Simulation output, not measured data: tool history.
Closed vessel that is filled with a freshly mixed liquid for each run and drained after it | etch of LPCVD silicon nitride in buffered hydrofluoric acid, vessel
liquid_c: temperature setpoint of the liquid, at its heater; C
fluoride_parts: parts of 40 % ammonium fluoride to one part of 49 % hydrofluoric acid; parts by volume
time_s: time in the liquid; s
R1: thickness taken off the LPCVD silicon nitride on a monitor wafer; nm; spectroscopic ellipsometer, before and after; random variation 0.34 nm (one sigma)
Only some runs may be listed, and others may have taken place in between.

run 1 hour=0 | liquid_c=25 fluoride_parts=10 time_s=3190 | R1=57.465
run 2 hour=1.3 | liquid_c=26 fluoride_parts=10 time_s=3190 | R1=61.163
run 3 hour=8.9 | liquid_c=26 fluoride_parts=8 time_s=3190 | R1=73.738
run 4 hour=10.1 | liquid_c=26 fluoride_parts=10.5 time_s=3190 | R1=58.191
run 5 hour=13.8 | liquid_c=25 fluoride_parts=10.5 time_s=3190 | R1=54.613
run 6 hour=17.3 | liquid_c=24.5 fluoride_parts=10.5 time_s=3190 | R1=54.309
run 7 hour=18.8 | liquid_c=23.5 fluoride_parts=10.5 time_s=3190 | R1=51.351

Estimate the outcome of run 8 from the log above:
run 8 hour=23.6 | liquid_c=23 fluoride_parts=10.5 time_s=3190 | R1=?

{"run 8": {"R1": 49.63}}
